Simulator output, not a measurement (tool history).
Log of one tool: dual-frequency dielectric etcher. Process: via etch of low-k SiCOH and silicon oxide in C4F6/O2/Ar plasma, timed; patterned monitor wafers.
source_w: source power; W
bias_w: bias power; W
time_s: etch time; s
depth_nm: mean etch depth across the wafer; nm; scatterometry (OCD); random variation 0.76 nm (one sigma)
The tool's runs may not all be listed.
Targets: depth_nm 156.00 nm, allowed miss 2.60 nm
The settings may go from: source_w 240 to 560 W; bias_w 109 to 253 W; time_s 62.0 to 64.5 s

run  hour  source_w  bias_w  time_s  depth_nm
  1   0.0       400     181    62.0    173.73
  2   6.3       380     180    62.0    167.08
  3   8.6       380     164    62.0    165.56
  4  12.2       380     189    62.0    170.72
  5  13.4       430     189    62.0    181.07
  6  20.0       430     165    62.0    173.59
  7  26.7       410     164    62.0    171.16
  8  28.7       400     163    62.0    169.66

4 next moves are on the table. One of them brings every result within its allowed miss. Which?
  A  30.7       320     160    62.0         ?
  B  30.7       270     178    64.5         ?
  C  30.7       280     199    62.5         ?
  D  30.7       330     157    63.0         ?

move  depth_nm
   A    151.94
   B    149.98
   C    152.35
   D    155.88
A: takes the result that was furthest off past its target
B: takes the result that was furthest off past its target
C: takes the result that was furthest off past its target
D: meets every target
The right move is D.
